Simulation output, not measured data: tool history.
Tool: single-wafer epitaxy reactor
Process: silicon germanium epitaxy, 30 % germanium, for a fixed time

run	hour	wafer temperature setpoint (pyrometer-controlled) (°C)	chamber pressure (Pa)	mean film thickness on the monitor wafer (nm)
1	0.0	585	3213	48.202
2	6.7	585	2640	45.013
3	13.3	584	2640	44.427
4	19.5	577	2640	39.518
5	23.5	577	3133	41.781
6	24.5	569	3133	36.349

What will run 7 give?
7	30.2	571	3133	?

Run 7 yielded mean film thickness on the monitor wafer (nm) 37.755.

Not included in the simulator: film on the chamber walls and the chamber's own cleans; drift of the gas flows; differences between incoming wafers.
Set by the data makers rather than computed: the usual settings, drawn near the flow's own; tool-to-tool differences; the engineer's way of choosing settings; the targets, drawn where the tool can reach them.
